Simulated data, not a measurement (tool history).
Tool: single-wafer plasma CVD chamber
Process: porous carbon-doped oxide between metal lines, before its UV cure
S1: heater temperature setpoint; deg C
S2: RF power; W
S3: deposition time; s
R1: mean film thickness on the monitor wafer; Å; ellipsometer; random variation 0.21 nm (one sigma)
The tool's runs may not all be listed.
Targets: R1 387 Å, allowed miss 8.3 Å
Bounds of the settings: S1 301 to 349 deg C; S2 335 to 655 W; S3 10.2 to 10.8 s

run 1 hour=0 | S1=325 S2=495 S3=10.8 | R1=528.71
run 2 hour=2.3 | S1=321 S2=495 S3=10.8 | R1=538.13
run 3 hour=11.3 | S1=321 S2=525 S3=10.8 | R1=576.81
run 4 hour=20.1 | S1=321 S2=525 S3=10.8 | R1=571.01
run 5 hour=23.4 | S1=321 S2=475 S3=10.8 | R1=520.21
run 6 hour=31.5 | S1=321 S2=405 S3=10.8 | R1=430.49
run 7 hour=37.7 | S1=325 S2=400 S3=10.8 | R1=414.76
run 8 hour=42.3 | S1=327 S2=400 S3=10.8 | R1=406.83
run 9 hour=43.6 | S1=328 S2=400 S3=10.8 | R1=408.32
run 10 hour=50.8 | S1=330 S2=400 S3=10.8 | R1=410.96
run 11 hour=56 | S1=332 S2=395 S3=10.8 | R1=397.24

5 next moves are on the table. One of them brings every result within its allowed miss. Which?
run A hour=61.2 | S1=326 S2=400 S3=10.8 | R1=?
run B hour=61.2 | S1=311 S2=395 S3=10.2 | R1=?
run C hour=61.2 | S1=332 S2=410 S3=10.6 | R1=?
run D hour=61.2 | S1=319 S2=395 S3=10.4 | R1=?
run E hour=61.2 | S1=344 S2=405 S3=10.6 | R1=?

move=A R1=414.04
move=B R1=412.1
move=C R1=409.26
move=D R1=404.88
move=E R1=384.29
A: further off than the last run
B: further off than the last run
C: further off than the last run
D: further off than the last run
E: meets every target
Move E is the one to make.
